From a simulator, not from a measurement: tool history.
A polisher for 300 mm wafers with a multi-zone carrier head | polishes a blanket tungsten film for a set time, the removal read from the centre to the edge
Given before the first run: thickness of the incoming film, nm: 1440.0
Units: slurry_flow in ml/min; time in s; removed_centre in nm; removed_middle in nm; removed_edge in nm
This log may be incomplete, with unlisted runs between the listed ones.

Run 1, hour 0: slurry_flow 290 ml/min, centre_zone 1, middle_zone 1, edge_zone 1, slurry_solids 1, time 79 s. Result: removed_centre 259.56 nm, removed_middle 272.54 nm, removed_edge 264.71 nm.
Run 2, hour 8.7: slurry_flow 290 ml/min, centre_zone 1, middle_zone 1.04, edge_zone 1, slurry_solids 1, time 79 s. Result: removed_centre 261.13 nm, removed_middle 280.99 nm, removed_edge 264.27 nm.
Run 3, hour 14.7: slurry_flow 290 ml/min, centre_zone 1, middle_zone 1.04, edge_zone 1, slurry_solids 0.9, time 79 s. Result: removed_centre 256.56 nm, removed_middle 273.47 nm, removed_edge 258.1 nm.
Run 4, hour 21.9: slurry_flow 290 ml/min, centre_zone 1.01, middle_zone 1.02, edge_zone 0.99, slurry_solids 0.85, time 77 s. Result: removed_centre 252.16 nm, removed_middle 263.87 nm, removed_edge 246.05 nm.
Run 5, hour 29.6: slurry_flow 290 ml/min, centre_zone 1.01, middle_zone 1.08, edge_zone 0.99, slurry_solids 0.85, time 77 s. Result: removed_centre 250.04 nm, removed_middle 266.62 nm, removed_edge 246.1 nm.
Run 6, hour 35.1: slurry_flow 290 ml/min, centre_zone 1.01, middle_zone 1.08, edge_zone 0.99, slurry_solids 0.95, time 77 s. Result: removed_centre 256.19 nm, removed_middle 281.07 nm, removed_edge 255.66 nm.
Run 7, hour 37.8: slurry_flow 290 ml/min, centre_zone 1.01, middle_zone 1.05, edge_zone 0.99, slurry_solids 0.9, time 76 s. Result: removed_centre 249.21 nm, removed_middle 265.13 nm, removed_edge 247.19 nm.
Run 8, hour 40.4: slurry_flow 285 ml/min, centre_zone 1.02, middle_zone 1.02, edge_zone 0.99, slurry_solids 0.85, time 74 s. Result: removed_centre 242.87 nm, removed_middle 250.18 nm, removed_edge 238.54 nm.
Run 9, hour 46: slurry_flow 280 ml/min, centre_zone 1.03, middle_zone 1, edge_zone 0.99, slurry_solids 0.8, time 73 s. Result: removed_centre 233.36 nm, removed_middle 239.88 nm, removed_edge 232.27 nm.
Run 10, hour 51.5: slurry_flow 280 ml/min, centre_zone 1.05, middle_zone 0.98, edge_zone 0.98, slurry_solids 0.75, time 72 s. Result: removed_centre 235.33 nm, removed_middle 229.83 nm, removed_edge 221.73 nm.
Run 11, hour 55: slurry_flow 275 ml/min, centre_zone 1.06, middle_zone 0.96, edge_zone 0.98, slurry_solids 0.7, time 71 s. Result: removed_centre 229.46 nm, removed_middle 216.48 nm, removed_edge 217.78 nm.
Run 12, hour 58: slurry_flow 270 ml/min, centre_zone 1.06, middle_zone 0.94, edge_zone 0.97, slurry_solids 0.65, time 71 s. Result: removed_centre 229.55 nm, removed_middle 211.92 nm, removed_edge 217.58 nm.
Run 13, hour 61.5: slurry_flow 270 ml/min, centre_zone 1.06, middle_zone 0.93, edge_zone 0.96, slurry_solids 0.65, time 70 s. Result: removed_centre 224.82 nm, removed_middle 205.74 nm, removed_edge 213.3 nm.
At hour 68.7: worn pad replaced by a new one.
Run 14, hour 68.7: slurry_flow 270 ml/min, centre_zone 1.06, middle_zone 0.92, edge_zone 0.95, slurry_solids 0.65, time 69 s. Result: removed_centre 247.81 nm, removed_middle 222.88 nm, removed_edge 229.36 nm.
Run 15, hour 76.8: slurry_flow 270 ml/min, centre_zone 1.06, middle_zone 0.92, edge_zone 0.95, slurry_solids 0.65, time 69 s. Result: removed_centre 246.45 nm, removed_middle 219.33 nm, removed_edge 234.97 nm.

Run 16, settings as shown, results not yet in. Your forecast:
Run 16, hour 78.3: slurry_flow 265 ml/min, centre_zone 1.07, middle_zone 0.85, edge_zone 0.85, slurry_solids 0.5, time 56 s. Result: removed_centre ?, removed_middle ?, removed_edge ?.

Run 16 came out at removed_centre 187.81 nm, removed_middle 163.13 nm, removed_edge 168.27 nm.
